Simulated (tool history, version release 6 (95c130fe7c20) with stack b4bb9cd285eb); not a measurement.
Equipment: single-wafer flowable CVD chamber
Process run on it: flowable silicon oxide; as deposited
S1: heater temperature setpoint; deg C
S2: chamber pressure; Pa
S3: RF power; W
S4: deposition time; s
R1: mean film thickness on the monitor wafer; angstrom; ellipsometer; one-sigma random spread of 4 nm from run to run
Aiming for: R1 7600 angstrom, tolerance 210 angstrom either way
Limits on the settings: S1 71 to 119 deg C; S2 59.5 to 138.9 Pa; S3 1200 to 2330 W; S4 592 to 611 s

run,hour,S1,S2,S3,S4,R1
1,0,95,99.2,1765,592,3757.8
2,2,95,85.3,1765,592,3223.8
3,3.5,95,102,1765,592,3837.1
4,10.5,90,102.3,1765,592,4574.6
# hour 16.6: capacitance manometer re-zeroed and calibrated
5,16.6,90,102.3,1765,592,4229.3
6,24,85,107.1,1775,593,5118.1
7,30.3,82,109.1,1780,593,5754.4
8,35.3,79,109.3,1780,593,6306.3
9,42,77,109.5,1780,593,6690.5
10,48.1,76,109.6,1780,593,6859.9
11,50.1,75,109.6,1780,593,6973.2
12,55,75,109.6,1780,593,6995.3
13,56.6,74,109.6,1780,593,7216.3
14,62.7,73,109.6,1780,593,7333.1

5 next moves are on the table. One of them brings every result within its allowed miss. Which?
A,68.8,72,112.5,1745,598,?
B,68.8,76,110.8,1655,595,?
C,68.8,72,100.7,1935,601,?
D,68.8,71,109.6,1910,611,?
E,68.8,74,106.7,1710,592,?

move,R1
A,7718.2
B,6809.2
C,7109.7
D,8013.4
E,6905.2
A: each result inside its tolerance
B: misses by more than the last run did
C: misses by more than the last run did
D: takes the biggest miss from the last run beyond its target
E: misses by more than the last run did
So the answer is move A, the one that meets all the targets.
